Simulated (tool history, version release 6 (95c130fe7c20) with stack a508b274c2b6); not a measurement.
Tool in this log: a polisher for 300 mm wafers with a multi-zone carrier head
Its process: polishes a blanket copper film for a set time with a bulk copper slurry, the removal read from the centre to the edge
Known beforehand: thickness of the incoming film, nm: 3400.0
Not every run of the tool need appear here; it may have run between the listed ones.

run  hour  flow of slurry (ml/min)  pressure of the head's centre zone  pressure of the head's middle zone  pressure of the head's edge zone  abrasive content of the slurry  polishing time (s)  film removed at the wafer's centre (nm)  film removed at mid-radius (nm)  film removed at the wafer's edge (nm)
  1     0                      275                                   1                                   1                                 1                               1                  69                                   484.58                           504.65                                 526.64
  2   4.6                      280                                   1                                1.02                              1.04                            1.15                  70                                   509.84                           540.61                                 551.91
  3  11.9                      280                                   1                                1.02                              1.04                            1.15                  82                                   607.43                           630.17                                 653.66
  4    14                      330                                   1                                1.02                              1.04                            1.15                  82                                    623.1                           650.52                                 668.43
  5    17                      330                                   1                                1.02                              1.04                            0.95                  82                                    594.1                           606.73                                 635.85
  6  23.7                      330                                   1                                1.02                              1.04                            0.95                  73                                   530.73                           560.35                                 568.22

Forecast run 7:
  7  29.8                      345                                0.98                                1.07                              1.14                             1.2                  76                                        ?                                ?                                      ?

{"run 7": {"film removed at the wafer's centre (nm)": 578.77, "film removed at mid-radius (nm)": 635.12, "film removed at the wafer's edge (nm)": 658.64}}
